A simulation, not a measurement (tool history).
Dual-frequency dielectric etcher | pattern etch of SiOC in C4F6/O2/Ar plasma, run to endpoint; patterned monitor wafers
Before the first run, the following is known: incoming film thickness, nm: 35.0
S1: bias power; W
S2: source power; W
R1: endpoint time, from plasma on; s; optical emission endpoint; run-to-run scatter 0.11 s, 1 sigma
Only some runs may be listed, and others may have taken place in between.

{"run": 1, "day": 0.0, "S1": 474, "S2": 290, "R1": 12.819}
{"run": 2, "day": 0.304, "S1": 409, "S2": 290, "R1": 13.22}
{"run": 3, "day": 0.338, "S1": 337, "S2": 290, "R1": 14.051}
{"run": 4, "day": 0.562, "S1": 419, "S2": 290, "R1": 13.292}
{"run": 5, "day": 0.608, "S1": 407, "S2": 290, "R1": 13.306}
{"run": 6, "day": 0.867, "S1": 407, "S2": 250, "R1": 14.242}
{"run": 7, "day": 0.904, "S1": 401, "S2": 250, "R1": 14.349}

What will run 8 give?
{"run": 8, "day": 1.117, "S1": 396, "S2": 250, "R1": "?"}

Run 8 yielded R1 14.404 s.
